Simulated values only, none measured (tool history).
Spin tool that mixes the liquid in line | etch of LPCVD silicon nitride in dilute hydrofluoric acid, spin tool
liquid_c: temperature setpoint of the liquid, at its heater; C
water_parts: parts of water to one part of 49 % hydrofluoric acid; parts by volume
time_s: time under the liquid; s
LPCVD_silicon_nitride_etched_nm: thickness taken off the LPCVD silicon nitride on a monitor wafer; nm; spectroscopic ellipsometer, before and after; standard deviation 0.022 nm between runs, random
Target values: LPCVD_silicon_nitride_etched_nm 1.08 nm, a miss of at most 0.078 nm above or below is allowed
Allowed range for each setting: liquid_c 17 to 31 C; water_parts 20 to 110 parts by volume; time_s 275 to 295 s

| run | day | liquid_c | water_parts | time_s | LPCVD_silicon_nitride_etched_nm |
|---|---|---|---|---|---|
| 1 | 0 | 23 | 60 | 275 | 2.6371 |
| 2 | 0.083 | 23 | 70 | 275 | 2.2363 |
| 3 | 0.171 | 21.5 | 75 | 275 | 1.8785 |
| 4 | 0.333 | 21.5 | 75 | 275 | 1.8969 |
| 5 | 0.404 | 21.5 | 65 | 275 | 2.1616 |
| 6 | 0.512 | 21.5 | 85 | 275 | 1.7662 |
| 7 | 0.579 | 20.5 | 90 | 275 | 1.4429 |
|  | 0.721 | thermometer replaced |
| 8 | 0.721 | 19.5 | 90 | 275 | 1.2578 |
| 9 | 0.896 | 19 | 90 | 275 | 1.1676 |
| 10 | 0.954 | 18.5 | 90 | 275 | 1.1936 |

Exactly one of the 5 candidate moves below puts every result within its allowed miss. Which one?
| A | 1.012 | 22 | 105 | 280 | ? |
| B | 1.012 | 20 | 90 | 275 | ? |
| C | 1.012 | 18.5 | 90 | 295 | ? |
| D | 1.012 | 21.5 | 85 | 280 | ? |
| E | 1.012 | 18.5 | 105 | 285 | ? |

| move | LPCVD_silicon_nitride_etched_nm |
|---|---|
| A | 1.2628 |
| B | 1.2599 |
| C | 1.219 |
| D | 1.5022 |
| E | 1.0138 |
A: moves away from the targets compared with the last run
B: moves away from the targets compared with the last run
C: moves away from the targets compared with the last run
D: moves away from the targets compared with the last run
E: all results land within tolerance of their targets
Move E is the one to make.

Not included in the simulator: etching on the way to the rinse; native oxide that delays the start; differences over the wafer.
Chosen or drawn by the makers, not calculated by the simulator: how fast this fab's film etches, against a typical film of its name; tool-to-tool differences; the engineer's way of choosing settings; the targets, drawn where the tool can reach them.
